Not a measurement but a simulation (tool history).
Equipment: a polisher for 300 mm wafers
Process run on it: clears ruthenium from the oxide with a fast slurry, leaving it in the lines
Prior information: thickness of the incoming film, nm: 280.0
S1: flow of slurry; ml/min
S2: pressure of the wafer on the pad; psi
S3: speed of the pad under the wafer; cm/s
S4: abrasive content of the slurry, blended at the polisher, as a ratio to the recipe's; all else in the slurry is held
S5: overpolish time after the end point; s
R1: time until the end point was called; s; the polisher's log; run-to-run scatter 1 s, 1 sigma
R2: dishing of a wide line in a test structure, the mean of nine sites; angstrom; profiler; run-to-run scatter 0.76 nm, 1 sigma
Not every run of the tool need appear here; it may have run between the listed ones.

run	day	S1	S2	S3	S4	S5	R1	R2
1	0	200	2.5	112	1	17	72.246	527.13
2	0.158	200	2.5	112	1.2	17	63.486	597.15
3	0.379	200	2.5	112	1.35	17	60.047	626.67
4	0.6	200	2.5	98	1.35	17	66.378	573.36
5	0.775	200	2.4	98	1.35	18	69.375	581.35
6	0.942	200	2.4	98	1.4	18	67.938	595.38
# day 1.208: slurry blender recalibrated
7	1.208	200	2.3	98	1.4	18	61.99	633.41
8	1.233	200	2.3	98	1.4	18	61.593	635.47
9	1.292	195	2.4	94	1.4	18	61.852	627.13
10	1.404	205	2.4	94	1.4	18	60.84	628.25

Predict the results of run 11:
11	1.667	195	2.4	96	1.4	18	?	?

R1: 59.894 s
R2: 639.54 angstrom
